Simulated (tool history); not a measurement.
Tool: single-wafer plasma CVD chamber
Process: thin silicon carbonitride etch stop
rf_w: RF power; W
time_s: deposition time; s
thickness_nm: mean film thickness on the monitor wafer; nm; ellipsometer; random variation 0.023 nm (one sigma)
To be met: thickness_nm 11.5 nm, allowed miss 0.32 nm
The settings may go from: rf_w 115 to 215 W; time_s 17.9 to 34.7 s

run	hour	rf_w	time_s	thickness_nm
1	0	165	26.3	14.353
2	8.6	165	28.5	15.494
3	10.2	150	28.5	14.961
4	15.4	145	27.6	14.368
5	20.3	140	26.9	13.926
6	23.2	140	26.2	13.507
7	30.9	140	25.7	13.242
8	34.8	140	25.3	13.022
9	40.5	140	24.9	12.823
10	48.6	140	24.6	12.713
11	49.3	125	22.1	10.924

Which of these 4 next moves meets every target?
A	50	135	20.7	?
B	50	120	21.6	?
C	50	135	24.1	?
D	50	120	23.7	?

move	thickness_nm
A	10.569
B	10.585
C	12.305
D	11.614
A: further off than the last run
B: further off than the last run
C: takes the result that was furthest off past its target
D: meets every target
The right move is D.
